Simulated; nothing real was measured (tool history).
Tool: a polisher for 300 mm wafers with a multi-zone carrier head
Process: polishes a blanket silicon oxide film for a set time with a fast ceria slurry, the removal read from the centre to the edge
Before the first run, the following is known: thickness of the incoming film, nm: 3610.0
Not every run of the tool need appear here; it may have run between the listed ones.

run	day	flow of slurry (ml/min)	pressure of the head's centre zone	pressure of the head's middle zone	pressure of the head's edge zone	polishing time (s)	film removed at the wafer's centre (nm)	film removed at mid-radius (nm)	film removed at the wafer's edge (nm)
1	0.000	180	1.00	1.00	1.00	54	832.43	845.26	860.06
2	0.225	190	1.04	0.97	1.05	57	965.68	875.70	921.53
3	0.538	190	1.03	0.94	1.08	60	973.27	914.22	964.35
4	0.875	180	1.05	0.90	1.11	63	1035.30	907.57	1056.50
5	1.208	185	1.06	0.90	1.12	64	1101.80	922.46	1103.60
6	1.296	220	1.06	0.90	1.12	64	1112.90	955.07	1073.10

Expected results for the next run?
7	1.567	210	1.07	0.90	1.13	65	?	?	?

{"run 7": {"film removed at the wafer's centre (nm)": 1106.2, "film removed at mid-radius (nm)": 960.34, "film removed at the wafer's edge (nm)": 1133.2}}
